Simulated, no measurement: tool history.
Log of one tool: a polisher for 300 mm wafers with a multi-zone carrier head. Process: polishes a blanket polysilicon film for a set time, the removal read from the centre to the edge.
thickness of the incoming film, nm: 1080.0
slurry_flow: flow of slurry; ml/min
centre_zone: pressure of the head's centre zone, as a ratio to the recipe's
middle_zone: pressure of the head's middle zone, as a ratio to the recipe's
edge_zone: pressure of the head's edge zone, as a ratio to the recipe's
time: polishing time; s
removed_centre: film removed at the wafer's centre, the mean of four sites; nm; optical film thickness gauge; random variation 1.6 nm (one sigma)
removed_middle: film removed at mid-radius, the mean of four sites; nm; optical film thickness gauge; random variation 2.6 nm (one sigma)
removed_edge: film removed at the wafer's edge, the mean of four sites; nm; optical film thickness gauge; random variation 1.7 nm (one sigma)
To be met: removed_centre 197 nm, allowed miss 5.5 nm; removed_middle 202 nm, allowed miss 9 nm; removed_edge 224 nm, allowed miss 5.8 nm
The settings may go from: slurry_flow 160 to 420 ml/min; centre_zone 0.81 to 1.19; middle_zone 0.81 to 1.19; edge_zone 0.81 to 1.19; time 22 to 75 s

run,hour,slurry_flow,centre_zone,middle_zone,edge_zone,time,removed_centre,removed_middle,removed_edge
1,0,270,1,1,1,48,383.08,367.92,393.24
2,8.2,270,1,1,1.05,48,385.57,382.17,400.2
3,9.5,270,1,1.03,1.05,48,379.71,379.75,397.03
4,18.3,270,0.93,1.03,1.05,48,353.84,380.93,398.01
5,19.8,260,0.92,1.01,1.02,43,310.8,336.23,350.61
# hour 24.1: worn pad replaced by a new one
6,24.1,255,0.91,0.98,0.99,39,312.55,321.89,348.57
7,31.7,235,0.93,1.02,1.03,35,287.09,313.06,312.58
8,39.4,220,0.9,1.02,0.98,32,244.57,275.82,281.07
9,46.9,245,0.9,0.92,0.88,24,186.44,194.87,200.18
10,52.6,245,0.9,0.92,0.9,24,189.32,193.89,204.9

4 next moves are on the table. One of them brings every result within its allowed miss. Which?
A,58.3,245,0.88,0.99,0.86,27,?,?,?
B,58.3,275,0.85,0.87,0.88,26,?,?,?
C,58.3,250,0.94,1.01,0.89,25,?,?,?
D,58.3,330,0.9,0.93,1.16,24,?,?,?

move,removed_centre,removed_middle,removed_edge
A,207.63,229.76,226.82
B,195.99,201.54,223.46
C,206.1,216.86,213.68
D,195.8,200.27,239.15
A: brings the result that was furthest off to its target, and leaves another outside
B: meets every target
C: nearer than the last run, and not there yet
D: takes the result that was furthest off past its target
The right move is B.
